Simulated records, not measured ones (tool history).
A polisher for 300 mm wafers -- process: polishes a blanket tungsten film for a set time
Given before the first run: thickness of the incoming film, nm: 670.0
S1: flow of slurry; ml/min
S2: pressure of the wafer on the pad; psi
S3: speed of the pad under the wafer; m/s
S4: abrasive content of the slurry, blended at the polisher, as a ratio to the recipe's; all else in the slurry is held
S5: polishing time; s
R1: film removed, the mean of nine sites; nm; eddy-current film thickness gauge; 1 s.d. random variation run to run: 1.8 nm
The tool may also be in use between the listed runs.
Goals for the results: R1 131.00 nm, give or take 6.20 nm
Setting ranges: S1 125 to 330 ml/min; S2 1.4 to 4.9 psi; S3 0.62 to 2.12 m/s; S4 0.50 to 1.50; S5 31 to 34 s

{"run": 1, "day": 0.0, "S1": 210, "S2": 3.1, "S3": 1.36, "S4": 1.0, "S5": 34, "R1": 172.18}
{"run": 2, "day": 0.146, "S1": 210, "S2": 3.1, "S3": 1.2, "S4": 1.0, "S5": 34, "R1": 156.21}
{"run": 3, "day": 0.254, "S1": 210, "S2": 3.0, "S3": 1.2, "S4": 1.0, "S5": 34, "R1": 151.5}
{"run": 4, "day": 0.479, "S1": 210, "S2": 3.0, "S3": 1.2, "S4": 1.1, "S5": 34, "R1": 156.36}
{"run": 5, "day": 0.579, "S1": 210, "S2": 2.9, "S3": 1.2, "S4": 1.1, "S5": 34, "R1": 149.38}
{"run": 6, "day": 0.8, "S1": 210, "S2": 2.9, "S3": 1.2, "S4": 1.1, "S5": 34, "R1": 153.11}
{"run": 7, "day": 1.092, "S1": 210, "S2": 2.8, "S3": 1.2, "S4": 1.1, "S5": 34, "R1": 144.04}
{"run": 8, "day": 1.246, "S1": 210, "S2": 2.7, "S3": 1.2, "S4": 1.1, "S5": 34, "R1": 139.05}

Which one of the following 4 next-run settings gets every result inside its allowed miss? There is exactly one.
{"run": "A", "day": 1.4, "S1": 210, "S2": 2.6, "S3": 1.44, "S4": 1.15, "S5": 32, "R1": "?"}
{"run": "B", "day": 1.4, "S1": 145, "S2": 2.2, "S3": 1.54, "S4": 1.25, "S5": 31, "R1": "?"}
{"run": "C", "day": 1.4, "S1": 210, "S2": 3.0, "S3": 1.24, "S4": 1.05, "S5": 31, "R1": "?"}
{"run": "D", "day": 1.4, "S1": 180, "S2": 2.5, "S3": 1.44, "S4": 1.0, "S5": 33, "R1": "?"}

move=A R1=151.82
move=B R1=130.76
move=C R1=143.67
move=D R1=141.53
A: its largest miss is bigger than the last run's
B: hits every target within its allowed miss
C: its largest miss is bigger than the last run's
D: its largest miss is bigger than the last run's
Answer: B

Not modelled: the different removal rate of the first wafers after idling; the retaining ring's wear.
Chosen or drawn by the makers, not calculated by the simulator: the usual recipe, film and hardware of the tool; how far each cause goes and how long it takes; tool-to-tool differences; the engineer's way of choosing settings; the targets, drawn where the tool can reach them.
